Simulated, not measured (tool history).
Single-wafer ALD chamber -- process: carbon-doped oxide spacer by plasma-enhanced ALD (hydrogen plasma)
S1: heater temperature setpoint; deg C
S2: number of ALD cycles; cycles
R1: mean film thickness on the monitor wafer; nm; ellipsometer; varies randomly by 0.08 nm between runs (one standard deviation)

run 1 hour=0 | S1=390 S2=408 | R1=20.442
run 2 hour=4.8 | S1=390 S2=429 | R1=21.544
run 3 hour=12.8 | S1=390 S2=444 | R1=22.344
run 4 hour=21.2 | S1=395 S2=444 | R1=22.241
run 5 hour=26.5 | S1=395 S2=398 | R1=20.019
run 6 hour=34.3 | S1=404 S2=398 | R1=19.933
run 7 hour=37.8 | S1=404 S2=423 | R1=21.025

Forecast run 8:
run 8 hour=45.5 | S1=404 S2=442 | R1=?

R1: 22.106 nm
